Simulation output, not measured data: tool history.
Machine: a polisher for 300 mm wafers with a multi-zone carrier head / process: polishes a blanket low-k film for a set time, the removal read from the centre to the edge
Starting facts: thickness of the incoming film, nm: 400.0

| run | hour | flow of slurry (ml/min) | pressure of the head's centre zone | pressure of the head's middle zone | pressure of the head's edge zone | abrasive content of the slurry | polishing time (s) | film removed at the wafer's centre (angstrom) | film removed at mid-radius (angstrom) | film removed at the wafer's edge (angstrom) |
|---|---|---|---|---|---|---|---|---|---|---|
| 1 | 0.0 | 245 | 1.00 | 1.00 | 1.00 | 1.00 | 76 | 267.98 | 267.69 | 261.08 |
| 2 | 2.6 | 245 | 1.06 | 1.00 | 1.00 | 1.00 | 76 | 280.77 | 263.97 | 259.09 |
| 3 | 10.6 | 245 | 1.06 | 1.00 | 1.00 | 1.00 | 94 | 345.82 | 327.35 | 320.59 |
| 4 | 16.2 | 245 | 1.00 | 1.00 | 1.00 | 1.00 | 94 | 326.32 | 324.02 | 318.28 |
| 5 | 25.1 | 235 | 0.96 | 1.00 | 0.97 | 0.90 | 92 | 285.79 | 293.18 | 288.28 |
| 6 | 26.1 | 285 | 0.96 | 1.00 | 0.97 | 0.90 | 92 | 290.23 | 302.51 | 297.28 |
| 7 | 30.5 | 270 | 0.94 | 1.01 | 0.94 | 0.80 | 91 | 260.85 | 281.40 | 266.09 |

Forecast run 8:
| 8 | 32.3 | 260 | 0.92 | 1.00 | 0.91 | 0.75 | 91 | ? | ? | ? |

For run 8 the tool returned film removed at the wafer's centre (angstrom) 247.32, film removed at mid-radius (angstrom) 268.76, film removed at the wafer's edge (angstrom) 248.35.

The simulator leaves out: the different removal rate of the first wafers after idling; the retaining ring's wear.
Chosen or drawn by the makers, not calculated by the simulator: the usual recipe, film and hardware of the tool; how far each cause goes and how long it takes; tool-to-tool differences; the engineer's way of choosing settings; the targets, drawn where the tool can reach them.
